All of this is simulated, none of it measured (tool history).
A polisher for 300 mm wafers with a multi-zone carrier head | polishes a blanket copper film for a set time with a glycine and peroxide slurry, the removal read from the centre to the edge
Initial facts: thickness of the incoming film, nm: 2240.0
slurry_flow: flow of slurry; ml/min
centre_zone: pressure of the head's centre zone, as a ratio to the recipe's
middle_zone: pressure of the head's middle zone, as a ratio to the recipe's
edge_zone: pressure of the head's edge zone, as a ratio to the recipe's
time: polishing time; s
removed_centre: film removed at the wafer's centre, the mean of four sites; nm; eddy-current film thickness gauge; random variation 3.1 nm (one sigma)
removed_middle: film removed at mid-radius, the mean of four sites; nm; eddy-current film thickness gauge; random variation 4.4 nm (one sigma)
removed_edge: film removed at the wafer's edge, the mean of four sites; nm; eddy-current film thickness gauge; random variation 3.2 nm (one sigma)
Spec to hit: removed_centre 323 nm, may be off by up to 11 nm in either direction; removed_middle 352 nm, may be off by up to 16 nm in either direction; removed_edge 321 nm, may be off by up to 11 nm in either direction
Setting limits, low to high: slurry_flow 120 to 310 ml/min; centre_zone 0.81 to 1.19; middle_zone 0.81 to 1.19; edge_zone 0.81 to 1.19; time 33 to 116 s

run 1 hour=0 | slurry_flow=200 centre_zone=1 middle_zone=1 edge_zone=1 time=74 | removed_centre=446.26 removed_middle=432.99 removed_edge=433.95
run 2 hour=2.5 | slurry_flow=200 centre_zone=1 middle_zone=1.06 edge_zone=1 time=74 | removed_centre=429.43 removed_middle=463.19 removed_edge=439.97
run 3 hour=4.2 | slurry_flow=200 centre_zone=0.98 middle_zone=1.05 edge_zone=0.97 time=70 | removed_centre=397.23 removed_middle=438.66 removed_edge=405.84
run 4 hour=6.4 | slurry_flow=200 centre_zone=0.98 middle_zone=1.05 edge_zone=0.97 time=62 | removed_centre=364.03 removed_middle=389.47 removed_edge=365.08
run 5 hour=9.6 | slurry_flow=200 centre_zone=0.98 middle_zone=1.02 edge_zone=0.97 time=62 | removed_centre=353.08 removed_middle=388.5 removed_edge=360.06
run 6 hour=15.1 | slurry_flow=200 centre_zone=1.05 middle_zone=1.02 edge_zone=0.97 time=62 | removed_centre=383.1 removed_middle=370.77 removed_edge=360.85
run 7 hour=17.3 | slurry_flow=190 centre_zone=1.03 middle_zone=1.01 edge_zone=0.95 time=61 | removed_centre=369.23 removed_middle=363.35 removed_edge=351.22
run 8 hour=24.1 | slurry_flow=165 centre_zone=0.94 middle_zone=1.02 edge_zone=0.86 time=57 | removed_centre=309.73 removed_middle=330.35 removed_edge=315.7
run 9 hour=26.3 | slurry_flow=170 centre_zone=0.94 middle_zone=1.03 edge_zone=0.86 time=57 | removed_centre=310.96 removed_middle=338.92 removed_edge=320.68

Which one of the following 4 next-run settings gets every result inside its allowed miss? There is exactly one.
run A hour=28.5 | slurry_flow=150 centre_zone=0.99 middle_zone=1.07 edge_zone=0.9 time=57 | removed_centre=? removed_middle=? removed_edge=?
run B hour=28.5 | slurry_flow=125 centre_zone=0.91 middle_zone=0.93 edge_zone=0.89 time=60 | removed_centre=? removed_middle=? removed_edge=?
run C hour=28.5 | slurry_flow=195 centre_zone=0.87 middle_zone=1.05 edge_zone=0.84 time=57 | removed_centre=? removed_middle=? removed_edge=?
run D hour=28.5 | slurry_flow=150 centre_zone=0.9 middle_zone=1.01 edge_zone=0.81 time=59 | removed_centre=? removed_middle=? removed_edge=?

move=A removed_centre=319.72 removed_middle=357.94 removed_edge=314.45
move=B removed_centre=301.71 removed_middle=328.03 removed_edge=325.69
move=C removed_centre=289.61 removed_middle=362.48 removed_edge=314.98
move=D removed_centre=300.5 removed_middle=352.97 removed_edge=316.51
A: every result within its allowed miss
B: its largest miss is bigger than the last run's
C: its largest miss is bigger than the last run's
D: its largest miss is bigger than the last run's
The right move is A.
